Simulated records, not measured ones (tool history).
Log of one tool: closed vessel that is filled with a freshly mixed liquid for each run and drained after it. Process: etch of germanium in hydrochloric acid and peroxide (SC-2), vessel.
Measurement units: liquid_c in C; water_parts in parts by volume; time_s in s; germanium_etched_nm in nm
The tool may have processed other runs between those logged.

{"run": 1, "hour": 0.0, "liquid_c": 47.0, "water_parts": 7.0, "time_s": 95, "germanium_etched_nm": 180.75}
{"run": 2, "hour": 3.8, "liquid_c": 44.5, "water_parts": 7.5, "time_s": 95, "germanium_etched_nm": 166.6}
{"run": 3, "hour": 4.9, "liquid_c": 44.5, "water_parts": 5.5, "time_s": 95, "germanium_etched_nm": 168.0}
{"run": 4, "hour": 12.2, "liquid_c": 42.5, "water_parts": 6.5, "time_s": 95, "germanium_etched_nm": 156.0}
{"run": 5, "hour": 15.7, "liquid_c": 42.5, "water_parts": 9.0, "time_s": 95, "germanium_etched_nm": 152.38}
{"run": 6, "hour": 24.5, "liquid_c": 41.0, "water_parts": 9.0, "time_s": 95, "germanium_etched_nm": 148.2}

Estimate the outcome of run 7 from the log above:
{"run": 7, "hour": 30.0, "liquid_c": 39.5, "water_parts": 9.5, "time_s": 95, "germanium_etched_nm": "?"}

Run 7 came out at germanium_etched_nm 138.70 nm.
